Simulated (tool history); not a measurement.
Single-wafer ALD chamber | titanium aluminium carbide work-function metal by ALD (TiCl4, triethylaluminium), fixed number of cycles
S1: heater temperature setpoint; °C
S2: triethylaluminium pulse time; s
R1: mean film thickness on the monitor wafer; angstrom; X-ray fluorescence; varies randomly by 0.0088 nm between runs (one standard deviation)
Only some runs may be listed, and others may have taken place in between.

run  hour   S1     S2      R1
  1   0.0  310   8.95  21.923
  2   6.0  310  11.30  22.530
  3  10.5  304  10.39  21.702
  4  12.1  304  11.61  21.937
  5  19.0  300  10.96  21.373
  6  26.5  300   8.43  20.902
  7  30.6  297   8.07  20.193
  8  35.6  296   7.97  20.088
  9  41.7  295   7.88  20.098

Estimate the outcome of run 10 from the log above:
 10  48.0  295  7.88   ?

{"run 10": {"R1": 20.022}}
